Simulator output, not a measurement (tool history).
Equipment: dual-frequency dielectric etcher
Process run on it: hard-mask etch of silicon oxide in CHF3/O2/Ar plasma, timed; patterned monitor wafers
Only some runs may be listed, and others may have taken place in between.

run,hour,source power (W),bias power (W),etch time (s),mean etch depth across the wafer (nm)
1,0.0,560,209,23,42.968
2,4.4,560,209,24,45.009
3,10.3,520,199,24,42.896
4,16.6,520,185,24,42.124
5,21.8,490,180,24,40.562
6,25.6,470,177,24,39.740
7,29.3,460,175,24,39.247

Run 8 comes next. What will it give?
8,36.0,450,174,24,?

{"run 8": {"mean etch depth across the wafer (nm)": 39.014}}
